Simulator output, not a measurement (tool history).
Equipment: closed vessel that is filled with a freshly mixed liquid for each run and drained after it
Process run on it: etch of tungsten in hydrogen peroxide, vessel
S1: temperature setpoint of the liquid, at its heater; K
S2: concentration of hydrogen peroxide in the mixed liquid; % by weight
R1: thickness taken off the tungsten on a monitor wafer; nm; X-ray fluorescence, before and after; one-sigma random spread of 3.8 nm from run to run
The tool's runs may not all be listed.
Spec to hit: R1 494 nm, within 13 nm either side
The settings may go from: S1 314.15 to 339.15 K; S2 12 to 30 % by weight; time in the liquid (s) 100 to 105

run 1 hour=0 | S1=330.15 S2=20.5 time_in_the_liquid_(s)=100 | R1=338.87
run 2 hour=1.2 | S1=330.15 S2=18 time_in_the_liquid_(s)=100 | R1=317.2
run 3 hour=8.7 | S1=331.15 S2=18 time_in_the_liquid_(s)=100 | R1=331.45
run 4 hour=11.4 | S1=332.15 S2=18 time_in_the_liquid_(s)=100 | R1=363.78
run 5 hour=15.3 | S1=332.65 S2=18 time_in_the_liquid_(s)=100 | R1=368.06
run 6 hour=20.1 | S1=333.15 S2=18 time_in_the_liquid_(s)=100 | R1=378.41
run 7 hour=27.6 | S1=333.65 S2=18 time_in_the_liquid_(s)=100 | R1=391.42
run 8 hour=35.3 | S1=334.15 S2=18 time_in_the_liquid_(s)=100 | R1=401.6
run 9 hour=36.4 | S1=334.65 S2=18 time_in_the_liquid_(s)=100 | R1=418.34
run 10 hour=44.4 | S1=335.15 S2=18 time_in_the_liquid_(s)=100 | R1=420.45
run 11 hour=48.1 | S1=335.65 S2=18 time_in_the_liquid_(s)=100 | R1=438.27
run 12 hour=51.5 | S1=336.15 S2=18 time_in_the_liquid_(s)=100 | R1=443.24
run 13 hour=52.8 | S1=338.65 S2=18 time_in_the_liquid_(s)=100 | R1=519.16

Which one of the following 5 next-run settings gets every result inside its allowed miss? There is exactly one.
run A hour=54.1 | S1=337.15 S2=17 time_in_the_liquid_(s)=100 | R1=?
run B hour=54.1 | S1=338.15 S2=16 time_in_the_liquid_(s)=105 | R1=?
run C hour=54.1 | S1=335.65 S2=20.5 time_in_the_liquid_(s)=100 | R1=?
run D hour=54.1 | S1=338.65 S2=21 time_in_the_liquid_(s)=100 | R1=?
run E hour=54.1 | S1=338.15 S2=20 time_in_the_liquid_(s)=105 | R1=?

move=A R1=467.72
move=B R1=503.88
move=C R1=471.95
move=D R1=565.31
move=E R1=563.35
A: takes the result that was furthest off past its target
B: every result lands within tolerance
C: takes the result that was furthest off past its target
D: further off than the last run
E: further off than the last run
Correct choice: B, which meets every target
